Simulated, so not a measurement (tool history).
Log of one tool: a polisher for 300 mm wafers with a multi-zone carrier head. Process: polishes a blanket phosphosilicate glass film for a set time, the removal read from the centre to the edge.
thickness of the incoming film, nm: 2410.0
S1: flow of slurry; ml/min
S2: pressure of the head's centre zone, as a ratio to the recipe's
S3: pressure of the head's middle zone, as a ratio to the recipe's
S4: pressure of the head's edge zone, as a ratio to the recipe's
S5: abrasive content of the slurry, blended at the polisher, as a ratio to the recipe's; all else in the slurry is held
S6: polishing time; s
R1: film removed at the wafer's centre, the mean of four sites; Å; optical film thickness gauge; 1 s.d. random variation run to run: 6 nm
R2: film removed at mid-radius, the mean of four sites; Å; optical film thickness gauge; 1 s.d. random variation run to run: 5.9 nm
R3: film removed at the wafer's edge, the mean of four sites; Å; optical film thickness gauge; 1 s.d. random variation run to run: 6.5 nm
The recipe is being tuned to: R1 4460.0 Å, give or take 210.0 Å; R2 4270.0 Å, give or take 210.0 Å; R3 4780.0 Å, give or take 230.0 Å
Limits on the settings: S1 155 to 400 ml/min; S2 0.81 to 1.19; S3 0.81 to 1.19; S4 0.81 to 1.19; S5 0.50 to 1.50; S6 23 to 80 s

run 1 hour=0.0 | S1=255 S2=1.00 S3=1.00 S4=1.00 S5=1.00 S6=51 | R1=3408.0 R2=3427.0 R3=3463.6
run 2 hour=3.9 | S1=255 S2=1.00 S3=0.99 S4=1.04 S5=1.15 S6=52 | R1=3741.1 R2=3663.1 R3=3710.9
run 3 hour=5.8 | S1=255 S2=1.00 S3=0.99 S4=1.04 S5=1.30 S6=52 | R1=3923.2 R2=3857.2 R3=3921.5
run 4 hour=8.3 | S1=255 S2=1.00 S3=0.95 S4=1.04 S5=1.30 S6=52 | R1=3862.8 R2=3735.0 R3=4049.9
run 5 hour=9.2 | S1=255 S2=1.00 S3=0.88 S4=1.04 S5=1.30 S6=52 | R1=3866.7 R2=3722.9 R3=3935.3
-- hour=10.6 worn pad replaced by a new one
run 6 hour=10.6 | S1=255 S2=1.00 S3=0.88 S4=1.07 S5=1.35 S6=53 | R1=4343.8 R2=4045.9 R3=4477.1
run 7 hour=19.1 | S1=260 S2=0.99 S3=0.89 S4=1.08 S5=1.35 S6=53 | R1=4426.4 R2=4050.9 R3=4557.0
run 8 hour=23.0 | S1=260 S2=0.99 S3=0.89 S4=1.08 S5=1.35 S6=53 | R1=4347.6 R2=4118.1 R3=4474.6
run 9 hour=30.7 | S1=260 S2=0.98 S3=0.88 S4=1.09 S5=1.35 S6=53 | R1=4348.2 R2=3987.2 R3=4571.5

5 next moves are on the table. One of them brings every result within its allowed miss. Which?
run A hour=38.4 | S1=400 S2=1.10 S3=0.93 S4=1.15 S5=1.05 S6=53 | R1=? R2=? R3=?
run B hour=38.4 | S1=220 S2=1.05 S3=0.88 S4=1.19 S5=1.50 S6=48 | R1=? R2=? R3=?
run C hour=38.4 | S1=270 S2=1.03 S3=0.89 S4=1.11 S5=1.35 S6=50 | R1=? R2=? R3=?
run D hour=38.4 | S1=200 S2=0.98 S3=0.88 S4=1.12 S5=1.30 S6=58 | R1=? R2=? R3=?
run E hour=38.4 | S1=265 S2=1.04 S3=0.84 S4=1.10 S5=1.15 S6=54 | R1=? R2=? R3=?

move=A R1=4495.8 R2=3832.4 R3=4258.3
move=B R1=4280.1 R2=3699.6 R3=4335.9
move=C R1=4305.9 R2=3798.8 R3=4311.6
move=D R1=4581.4 R2=4201.1 R3=4843.4
move=E R1=4387.8 R2=3720.9 R3=4352.2
A: moves away from the targets compared with the last run
B: moves away from the targets compared with the last run
C: moves away from the targets compared with the last run
D: each result inside its tolerance
E: moves away from the targets compared with the last run
Answer: D
